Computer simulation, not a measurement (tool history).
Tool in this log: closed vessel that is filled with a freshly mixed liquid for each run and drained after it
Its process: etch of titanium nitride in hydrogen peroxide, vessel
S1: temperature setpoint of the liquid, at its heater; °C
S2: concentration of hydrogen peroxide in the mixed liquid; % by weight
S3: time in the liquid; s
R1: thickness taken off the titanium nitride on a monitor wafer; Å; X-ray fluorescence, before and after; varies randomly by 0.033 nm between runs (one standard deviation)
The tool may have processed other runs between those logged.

run 1 hour=0 | S1=48 S2=18.5 S3=215 | R1=61.027
run 2 hour=8.7 | S1=43 S2=18.5 S3=215 | R1=41.853
run 3 hour=13 | S1=38 S2=18.5 S3=215 | R1=28.348
run 4 hour=20 | S1=41.5 S2=18.5 S3=215 | R1=37.35
run 5 hour=21.3 | S1=45.5 S2=18.5 S3=215 | R1=50.54
run 6 hour=28.1 | S1=45.5 S2=18.5 S3=215 | R1=50.274
run 7 hour=31.6 | S1=47 S2=18.5 S3=215 | R1=56.485
-- hour=38.3 thermometer replaced
run 8 hour=38.3 | S1=53 S2=18.5 S3=215 | R1=100.94

Run 9 is up next; what results do you expect?
run 9 hour=39.8 | S1=52.5 S2=18.5 S3=215 | R1=?

R1: 98.103 Å
